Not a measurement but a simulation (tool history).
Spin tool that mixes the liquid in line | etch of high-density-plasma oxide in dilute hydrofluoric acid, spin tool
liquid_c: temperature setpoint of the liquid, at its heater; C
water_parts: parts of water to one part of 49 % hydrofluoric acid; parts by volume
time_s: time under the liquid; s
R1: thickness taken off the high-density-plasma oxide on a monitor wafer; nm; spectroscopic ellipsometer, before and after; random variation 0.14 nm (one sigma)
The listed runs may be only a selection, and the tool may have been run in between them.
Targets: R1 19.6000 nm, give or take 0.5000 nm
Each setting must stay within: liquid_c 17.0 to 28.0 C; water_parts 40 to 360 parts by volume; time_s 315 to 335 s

run 1 hour=0.0 | liquid_c=20.0 water_parts=200 time_s=315 | R1=10.4180
run 2 hour=4.1 | liquid_c=22.0 water_parts=200 time_s=315 | R1=11.2740
run 3 hour=7.6 | liquid_c=22.0 water_parts=200 time_s=315 | R1=11.3560
run 4 hour=15.8 | liquid_c=23.0 water_parts=190 time_s=315 | R1=12.4230
run 5 hour=24.0 | liquid_c=23.0 water_parts=240 time_s=315 | R1=9.4796
run 6 hour=25.9 | liquid_c=24.5 water_parts=240 time_s=315 | R1=9.8209
run 7 hour=27.9 | liquid_c=24.5 water_parts=240 time_s=315 | R1=9.9435
run 8 hour=30.9 | liquid_c=25.0 water_parts=225 time_s=315 | R1=10.8970
run 9 hour=35.4 | liquid_c=25.5 water_parts=210 time_s=315 | R1=12.1310
run 10 hour=44.4 | liquid_c=28.0 water_parts=130 time_s=315 | R1=23.4450
run 11 hour=45.1 | liquid_c=27.5 water_parts=130 time_s=315 | R1=23.2490
run 12 hour=53.8 | liquid_c=23.5 water_parts=135 time_s=315 | R1=19.0910

Exercise: of the 5 proposed moves below, exactly one satisfies all targets within the stated allowed misses. Which move is it?
run A hour=62.5 | liquid_c=24.5 water_parts=150 time_s=335 | R1=?
run B hour=62.5 | liquid_c=23.0 water_parts=140 time_s=325 | R1=?
run C hour=62.5 | liquid_c=21.5 water_parts=135 time_s=335 | R1=?
run D hour=62.5 | liquid_c=23.5 water_parts=140 time_s=315 | R1=?
run E hour=62.5 | liquid_c=22.5 water_parts=135 time_s=335 | R1=?

move=A R1=18.6550
move=B R1=18.5150
move=C R1=18.7650
move=D R1=18.2970
move=E R1=19.5190
A: its largest miss is bigger than the last run's
B: its largest miss is bigger than the last run's
C: its largest miss is bigger than the last run's
D: its largest miss is bigger than the last run's
E: in spec on every target
Answer: E

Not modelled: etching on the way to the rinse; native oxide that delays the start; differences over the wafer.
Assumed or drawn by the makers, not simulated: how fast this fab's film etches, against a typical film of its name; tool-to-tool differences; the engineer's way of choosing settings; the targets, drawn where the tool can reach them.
